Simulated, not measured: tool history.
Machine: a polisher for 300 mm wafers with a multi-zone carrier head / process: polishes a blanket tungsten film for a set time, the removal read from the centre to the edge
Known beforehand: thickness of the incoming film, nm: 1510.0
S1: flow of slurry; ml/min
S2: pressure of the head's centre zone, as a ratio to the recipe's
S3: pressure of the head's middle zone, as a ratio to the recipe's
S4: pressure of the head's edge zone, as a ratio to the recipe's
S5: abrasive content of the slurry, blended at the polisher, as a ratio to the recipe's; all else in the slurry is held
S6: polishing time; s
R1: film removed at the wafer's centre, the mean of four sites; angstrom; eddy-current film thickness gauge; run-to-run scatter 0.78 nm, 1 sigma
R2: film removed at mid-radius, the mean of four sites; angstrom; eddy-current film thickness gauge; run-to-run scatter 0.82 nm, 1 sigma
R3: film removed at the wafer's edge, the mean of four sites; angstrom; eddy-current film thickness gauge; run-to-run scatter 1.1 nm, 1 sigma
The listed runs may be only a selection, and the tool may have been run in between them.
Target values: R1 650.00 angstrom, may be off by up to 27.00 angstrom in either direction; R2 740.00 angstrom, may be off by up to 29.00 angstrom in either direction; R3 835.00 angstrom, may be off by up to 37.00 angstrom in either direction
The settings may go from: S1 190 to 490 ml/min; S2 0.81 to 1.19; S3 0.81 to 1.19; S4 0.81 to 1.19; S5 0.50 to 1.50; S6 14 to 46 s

run,hour,S1,S2,S3,S4,S5,S6,R1,R2,R3
1,0.0,315,1.00,1.00,1.00,1.00,30,1140.50,1101.00,1180.30
2,6.9,305,0.94,0.99,1.00,0.85,28,953.63,976.62,1024.20
3,14.3,305,0.87,0.99,1.00,0.85,28,855.73,1000.20,1052.70
4,17.6,340,0.87,0.99,1.00,0.85,28,895.54,995.83,1060.50
5,20.0,315,0.85,0.95,1.00,0.75,27,795.36,863.35,962.08
6,26.7,315,0.82,0.95,1.00,0.75,27,772.46,884.69,972.82
7,30.6,290,0.82,0.94,1.00,0.70,27,747.83,844.90,925.84
8,34.2,270,0.82,0.94,1.02,0.65,27,731.77,826.60,912.31
9,40.0,255,0.82,0.94,1.04,0.60,27,680.78,804.12,918.88
10,45.3,245,0.82,0.90,0.96,0.50,26,628.53,689.64,778.53

4 candidate next runs follow, results not yet known. Just one meets every target within its allowed miss. Identify it.
A,50.6,240,0.86,0.88,0.93,0.60,24,?,?,?
B,50.6,400,0.87,0.81,0.97,0.55,26,?,?,?
C,50.6,245,0.89,0.81,0.95,0.50,26,?,?,?
D,50.6,225,0.84,0.95,1.05,0.55,26,?,?,?

move,R1,R2,R3
A,637.10,667.04,754.68
B,720.24,692.71,844.90
C,674.60,637.59,779.69
D,648.65,741.41,834.21
A: misses by more than the last run did
B: misses by more than the last run did
C: misses by more than the last run did
D: all results in spec
The move that meets every target is D.

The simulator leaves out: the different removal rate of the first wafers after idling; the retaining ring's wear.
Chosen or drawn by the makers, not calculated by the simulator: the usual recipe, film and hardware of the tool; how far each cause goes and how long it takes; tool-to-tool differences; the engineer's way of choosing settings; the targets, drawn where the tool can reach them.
